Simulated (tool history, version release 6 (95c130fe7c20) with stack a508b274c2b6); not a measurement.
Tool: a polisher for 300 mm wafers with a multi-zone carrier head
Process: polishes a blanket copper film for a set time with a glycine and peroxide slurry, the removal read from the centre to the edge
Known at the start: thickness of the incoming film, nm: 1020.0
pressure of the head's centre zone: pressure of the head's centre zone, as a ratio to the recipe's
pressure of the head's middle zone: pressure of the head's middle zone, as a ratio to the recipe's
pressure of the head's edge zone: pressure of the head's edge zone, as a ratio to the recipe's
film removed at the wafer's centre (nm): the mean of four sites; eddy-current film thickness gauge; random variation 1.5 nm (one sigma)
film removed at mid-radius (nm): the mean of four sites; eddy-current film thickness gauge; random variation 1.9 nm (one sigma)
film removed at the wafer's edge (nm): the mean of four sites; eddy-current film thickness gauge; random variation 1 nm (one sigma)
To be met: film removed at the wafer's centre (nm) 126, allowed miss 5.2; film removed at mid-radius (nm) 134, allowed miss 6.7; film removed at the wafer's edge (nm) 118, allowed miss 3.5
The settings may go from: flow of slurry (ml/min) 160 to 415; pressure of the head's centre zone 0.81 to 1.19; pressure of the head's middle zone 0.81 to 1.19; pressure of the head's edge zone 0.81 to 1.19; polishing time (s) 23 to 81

run  hour  flow of slurry (ml/min)  pressure of the head's centre zone  pressure of the head's middle zone  pressure of the head's edge zone  polishing time (s)  film removed at the wafer's centre (nm)  film removed at mid-radius (nm)  film removed at the wafer's edge (nm)
  1     0                      265                                   1                                   1                                 1                  52                                    203.4                            207.2                                  204.1
  2   6.1                      265                                   1                                1.01                              0.98                  48                                   189.07                           198.59                                 186.84
  3  12.8                      265                                   1                                   1                              0.96                  45                                   172.88                            184.5                                  174.5
  4  15.7                      265                                   1                                   1                              0.96                  58                                   224.07                           232.42                                 222.71
  5  17.6                      265                                1.06                                   1                              0.96                  58                                   235.26                           230.88                                 225.57
  6  21.3                      265                                 1.1                                   1                              0.96                  58                                   247.32                           233.62                                 220.28
  7  23.7                      260                                1.09                                   1                              0.95                  53                                   216.66                           207.74                                 202.13
  8  30.2                      270                                1.09                                1.01                              0.94                  49                                   205.89                           198.95                                 189.59
  9  37.2                      265                                1.09                                1.02                              0.93                  45                                   189.94                           183.42                                 169.73
 10  39.6                      260                                1.08                                1.02                              0.92                  43                                   181.34                           174.87                                 160.75
 11  42.9                      250                                1.06                                1.02                               0.9                  42                                   172.54                           168.82                                 155.72
 12  51.3                      260                                   1                                1.07                              0.85                  28                                   106.83                           119.53                                 101.92
 13  57.2                      260                                1.01                                1.07                              0.87                  28                                    107.5                           120.55                                 104.55
 14  65.2                      260                                1.02                                1.07                              0.88                  28                                   110.91                           115.91                                 104.25
 15  73.1                      260                                1.02                                1.06                              0.87                  29                                   113.84                           123.14                                 106.96
 16  77.8                      265                                1.02                                1.06                              0.87                  29                                   115.06                           122.89                                 107.43
 17  83.5                      270                                1.02                                1.06                              0.87                  29                                   114.57                            123.2                                 106.44
 18  87.8                      275                                1.02                                1.06                              0.88                  29                                   114.17                           124.86                                 107.64
 19  89.4                      280                                1.02                                1.05                              0.89                  29                                   116.61                           122.21                                 108.02
 20  94.1                      280                                1.02                                1.06                              0.89                  30                                   118.78                           127.08                                 111.45
 21  94.7                      285                                1.02                                1.06                               0.9                  30                                    118.2                            124.9                                 112.27

4 next moves are on the table. One of them brings every result within its allowed miss. Which?
  A  95.3                      270                                0.94                                1.14                              0.81                  29                                        ?                                ?                                      ?
  B  95.3                      310                                1.07                                0.97                              0.97                  29                                        ?                                ?                                      ?
  C  95.3                      210                                0.91                                1.08                              0.81                  32                                        ?                                ?                                      ?
  D  95.3                      205                                1.03                                1.07                              0.88                  33                                        ?                                ?                                      ?

move  film removed at the wafer's centre (nm)  film removed at mid-radius (nm)  film removed at the wafer's edge (nm)
   A                                   105.53                           134.29                                 103.94
   B                                   121.96                           118.59                                  114.3
   C                                   108.89                           137.23                                 112.16
   D                                   126.74                           139.82                                 119.73
A: further off than the last run
B: further off than the last run
C: further off than the last run
D: meets every target
The right move is D.

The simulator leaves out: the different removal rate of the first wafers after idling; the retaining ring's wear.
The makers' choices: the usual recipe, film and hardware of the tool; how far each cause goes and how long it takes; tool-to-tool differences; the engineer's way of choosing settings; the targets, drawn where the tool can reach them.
